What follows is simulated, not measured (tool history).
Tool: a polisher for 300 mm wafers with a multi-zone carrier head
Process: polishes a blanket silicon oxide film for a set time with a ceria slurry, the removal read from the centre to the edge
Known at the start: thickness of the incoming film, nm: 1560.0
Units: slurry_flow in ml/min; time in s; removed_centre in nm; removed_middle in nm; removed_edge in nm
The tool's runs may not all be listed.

Run 1, hour 0.0: slurry_flow 255 ml/min, centre_zone 1.00, middle_zone 1.00, edge_zone 1.00, time 42 s. Result: removed_centre 177.61 nm, removed_middle 177.62 nm, removed_edge 169.30 nm.
Run 2, hour 4.8: slurry_flow 260 ml/min, centre_zone 1.00, middle_zone 0.97, edge_zone 1.04, time 43 s. Result: removed_centre 183.40 nm, removed_middle 175.88 nm, removed_edge 177.62 nm.
Run 3, hour 8.0: slurry_flow 260 ml/min, centre_zone 1.00, middle_zone 0.97, edge_zone 0.96, time 43 s. Result: removed_centre 181.01 nm, removed_middle 176.04 nm, removed_edge 173.11 nm.
Run 4, hour 9.1: slurry_flow 260 ml/min, centre_zone 0.94, middle_zone 0.97, edge_zone 0.96, time 43 s. Result: removed_centre 168.18 nm, removed_middle 174.50 nm, removed_edge 174.68 nm.
Run 5, hour 18.0: slurry_flow 265 ml/min, centre_zone 0.95, middle_zone 0.94, edge_zone 0.99, time 44 s. Result: removed_centre 173.33 nm, removed_middle 176.59 nm, removed_edge 177.72 nm.
Run 6, hour 25.0: slurry_flow 240 ml/min, centre_zone 0.96, middle_zone 0.91, edge_zone 1.03, time 45 s. Result: removed_centre 177.34 nm, removed_middle 174.00 nm, removed_edge 186.65 nm.
Run 7, hour 27.3: slurry_flow 240 ml/min, centre_zone 0.97, middle_zone 0.89, edge_zone 1.05, time 45 s. Result: removed_centre 180.27 nm, removed_middle 171.41 nm, removed_edge 185.35 nm.
Run 8, hour 35.5: slurry_flow 235 ml/min, centre_zone 0.97, middle_zone 0.87, edge_zone 1.08, time 46 s. Result: removed_centre 184.28 nm, removed_middle 168.29 nm, removed_edge 193.20 nm.
Run 9, hour 41.5: slurry_flow 240 ml/min, centre_zone 0.97, middle_zone 0.87, edge_zone 1.10, time 46 s. Result: removed_centre 186.81 nm, removed_middle 167.97 nm, removed_edge 196.17 nm.

Forecast run 10:
Run 10, hour 45.9: slurry_flow 245 ml/min, centre_zone 0.97, middle_zone 0.87, edge_zone 1.11, time 46 s. Result: removed_centre ?, removed_middle ?, removed_edge ?.

removed_centre: 186.54 nm
removed_middle: 172.30 nm
removed_edge: 197.47 nm
